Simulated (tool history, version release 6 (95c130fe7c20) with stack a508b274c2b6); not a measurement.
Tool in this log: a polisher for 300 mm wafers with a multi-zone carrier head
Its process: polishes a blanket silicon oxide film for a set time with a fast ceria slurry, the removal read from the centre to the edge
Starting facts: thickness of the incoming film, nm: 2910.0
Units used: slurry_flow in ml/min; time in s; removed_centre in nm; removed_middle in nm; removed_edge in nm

run	hour	slurry_flow	centre_zone	middle_zone	edge_zone	time	removed_centre	removed_middle	removed_edge
1	0	120	1	1	1	47	1025.5	1009.7	1046
2	8.2	120	1	1	1	57	1246.4	1207.2	1251.6
3	15.4	110	0.97	0.98	0.96	56	1164.7	1172.3	1204.1
4	24.1	105	0.95	0.96	0.94	54	1079.6	1072.4	1136.4
5	27.7	100	0.93	0.96	0.91	54	1055.3	1067.7	1099.8
6	33.7	100	0.89	0.96	0.91	54	1007.2	1069.1	1095.1
7	35.8	95	0.88	0.95	0.89	54	970.67	1045.7	1076.8
8	43.2	90	0.88	0.94	0.88	54	943.05	1015.6	1063.8
9	47.7	85	0.89	0.94	0.86	54	936.59	1007.5	1045.2
10	55.8	85	0.9	0.93	0.85	54	965.74	999.52	1042.3

Run 11, settings as shown, results not yet in. Your forecast:
11	59.3	70	0.88	0.92	0.83	54	?	?	?

Run 11 came out at removed_centre 857.86 nm, removed_middle 923.3 nm, removed_edge 991.9 nm.
